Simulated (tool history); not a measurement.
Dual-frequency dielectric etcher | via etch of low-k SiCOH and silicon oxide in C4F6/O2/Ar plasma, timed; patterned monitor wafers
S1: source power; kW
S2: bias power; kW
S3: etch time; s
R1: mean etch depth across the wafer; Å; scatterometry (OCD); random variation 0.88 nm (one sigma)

run 1 day=0 | S1=0.36 S2=0.253 S3=93 | R1=2566.3
run 2 day=0.362 | S1=0.41 S2=0.253 S3=93 | R1=2807.1
run 3 day=0.721 | S1=0.41 S2=0.253 S3=96.5 | R1=2867.7
run 4 day=1.058 | S1=0.41 S2=0.226 S3=96.5 | R1=2723.3
run 5 day=1.112 | S1=0.41 S2=0.226 S3=93 | R1=2617.3
run 6 day=1.354 | S1=0.37 S2=0.209 S3=93 | R1=2364.7
run 7 day=1.6 | S1=0.34 S2=0.196 S3=93 | R1=2137.9
run 8 day=1.788 | S1=0.32 S2=0.19 S3=93 | R1=1997.5
run 9 day=2.067 | S1=0.25 S2=0.177 S3=93 | R1=1597.9

The next listed run, before its measurement:
run 10 day=2.304 | S1=0.27 S2=0.178 S3=93 | R1=?

R1: 1709 Å
